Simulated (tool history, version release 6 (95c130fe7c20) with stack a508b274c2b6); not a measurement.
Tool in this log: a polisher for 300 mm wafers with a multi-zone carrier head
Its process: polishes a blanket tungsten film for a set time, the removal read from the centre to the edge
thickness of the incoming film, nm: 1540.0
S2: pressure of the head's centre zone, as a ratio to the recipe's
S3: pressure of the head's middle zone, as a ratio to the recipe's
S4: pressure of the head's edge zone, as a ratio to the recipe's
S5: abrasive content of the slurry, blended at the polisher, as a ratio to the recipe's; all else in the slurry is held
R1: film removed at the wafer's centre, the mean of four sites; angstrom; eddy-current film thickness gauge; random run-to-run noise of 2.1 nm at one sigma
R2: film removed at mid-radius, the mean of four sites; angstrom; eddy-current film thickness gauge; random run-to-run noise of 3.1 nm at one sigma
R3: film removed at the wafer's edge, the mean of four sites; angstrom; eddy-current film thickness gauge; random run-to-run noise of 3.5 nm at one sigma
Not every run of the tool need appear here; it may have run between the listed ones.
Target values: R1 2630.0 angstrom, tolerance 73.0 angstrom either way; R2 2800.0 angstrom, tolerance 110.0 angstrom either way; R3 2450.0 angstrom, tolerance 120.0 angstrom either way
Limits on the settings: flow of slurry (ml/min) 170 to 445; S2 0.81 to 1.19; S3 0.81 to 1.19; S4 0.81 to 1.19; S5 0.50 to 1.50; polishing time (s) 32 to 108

run 1 hour=0.0 | flow_of_slurry_(ml/min)=285 S2=1.00 S3=1.00 S4=1.00 S5=1.00 polishing_time_(s)=70 | R1=4946.2 R2=4817.7 R3=4810.7
run 2 hour=6.4 | flow_of_slurry_(ml/min)=285 S2=1.06 S3=1.00 S4=1.00 S5=1.00 polishing_time_(s)=70 | R1=5146.9 R2=4939.4 R3=4909.5
run 3 hour=9.6 | flow_of_slurry_(ml/min)=285 S2=1.06 S3=1.00 S4=1.00 S5=1.10 polishing_time_(s)=70 | R1=5313.8 R2=4959.6 R3=4948.5
run 4 hour=14.7 | flow_of_slurry_(ml/min)=290 S2=1.05 S3=1.01 S4=0.96 S5=1.00 polishing_time_(s)=62 | R1=4510.4 R2=4380.9 R3=4136.8
run 5 hour=22.0 | flow_of_slurry_(ml/min)=290 S2=1.05 S3=1.09 S4=0.96 S5=1.00 polishing_time_(s)=62 | R1=4596.0 R2=4631.0 R3=4100.8
run 6 hour=27.5 | flow_of_slurry_(ml/min)=290 S2=1.10 S3=1.09 S4=0.96 S5=1.00 polishing_time_(s)=62 | R1=4720.3 R2=4575.7 R3=4256.6
run 7 hour=31.0 | flow_of_slurry_(ml/min)=285 S2=1.06 S3=1.05 S4=0.94 S5=0.90 polishing_time_(s)=58 | R1=4174.1 R2=4048.5 R3=3907.9
run 8 hour=36.9 | flow_of_slurry_(ml/min)=310 S2=1.05 S3=1.07 S4=0.92 S5=0.85 polishing_time_(s)=53 | R1=3793.5 R2=3794.7 R3=3408.3
run 9 hour=42.7 | flow_of_slurry_(ml/min)=310 S2=1.05 S3=1.07 S4=0.92 S5=0.85 polishing_time_(s)=53 | R1=3814.2 R2=3789.3 R3=3440.4
run 10 hour=44.6 | flow_of_slurry_(ml/min)=325 S2=0.97 S3=1.06 S4=0.83 S5=0.60 polishing_time_(s)=35 | R1=2127.5 R2=2300.9 R3=2029.7
run 11 hour=46.2 | flow_of_slurry_(ml/min)=325 S2=0.99 S3=1.08 S4=0.87 S5=0.60 polishing_time_(s)=35 | R1=2185.2 R2=2352.0 R3=2067.5
run 12 hour=50.2 | flow_of_slurry_(ml/min)=320 S2=1.01 S3=1.10 S4=0.91 S5=0.65 polishing_time_(s)=35 | R1=2279.5 R2=2372.1 R3=2123.1
run 13 hour=51.5 | flow_of_slurry_(ml/min)=310 S2=1.01 S3=1.10 S4=0.91 S5=0.70 polishing_time_(s)=35 | R1=2327.0 R2=2393.5 R3=2132.9
run 14 hour=58.9 | flow_of_slurry_(ml/min)=345 S2=1.04 S3=1.19 S4=1.01 S5=0.95 polishing_time_(s)=37 | R1=2668.6 R2=2942.9 R3=2544.3
run 15 hour=67.5 | flow_of_slurry_(ml/min)=345 S2=1.04 S3=1.18 S4=1.00 S5=0.95 polishing_time_(s)=37 | R1=2673.0 R2=2880.8 R3=2559.6
run 16 hour=71.0 | flow_of_slurry_(ml/min)=345 S2=1.04 S3=1.18 S4=0.99 S5=0.95 polishing_time_(s)=37 | R1=2686.7 R2=2918.6 R3=2546.1
run 17 hour=79.5 | flow_of_slurry_(ml/min)=345 S2=1.04 S3=1.18 S4=0.98 S5=0.95 polishing_time_(s)=37 | R1=2669.7 R2=2939.7 R3=2554.4
run 18 hour=82.4 | flow_of_slurry_(ml/min)=340 S2=1.04 S3=1.18 S4=0.98 S5=0.95 polishing_time_(s)=37 | R1=2706.3 R2=2903.0 R3=2525.0
run 19 hour=83.5 | flow_of_slurry_(ml/min)=335 S2=1.04 S3=1.18 S4=0.98 S5=0.95 polishing_time_(s)=37 | R1=2673.5 R2=2968.6 R3=2515.4

Which one of the following 4 next-run settings gets every result inside its allowed miss? There is exactly one.
run A hour=84.6 | flow_of_slurry_(ml/min)=295 S2=1.00 S3=1.16 S4=0.91 S5=0.90 polishing_time_(s)=40 | R1=? R2=? R3=?
run B hour=84.6 | flow_of_slurry_(ml/min)=290 S2=1.00 S3=1.08 S4=0.88 S5=1.00 polishing_time_(s)=38 | R1=? R2=? R3=?
run C hour=84.6 | flow_of_slurry_(ml/min)=300 S2=1.09 S3=1.06 S4=1.06 S5=0.70 polishing_time_(s)=40 | R1=? R2=? R3=?
run D hour=84.6 | flow_of_slurry_(ml/min)=390 S2=0.99 S3=1.07 S4=1.15 S5=1.00 polishing_time_(s)=37 | R1=? R2=? R3=?

move=A R1=2743.4 R2=3009.5 R3=2580.4
move=B R1=2663.1 R2=2773.5 R3=2471.6
move=C R1=2833.6 R2=2666.6 R3=2632.0
move=D R1=2638.8 R2=2749.3 R3=2793.2
A: misses by more than the last run did
B: all results in spec
C: moves the result that the last run missed by most past its target, out the other side
D: brings the last run's worst result on target, with another outside its allowed miss
The right move is B.
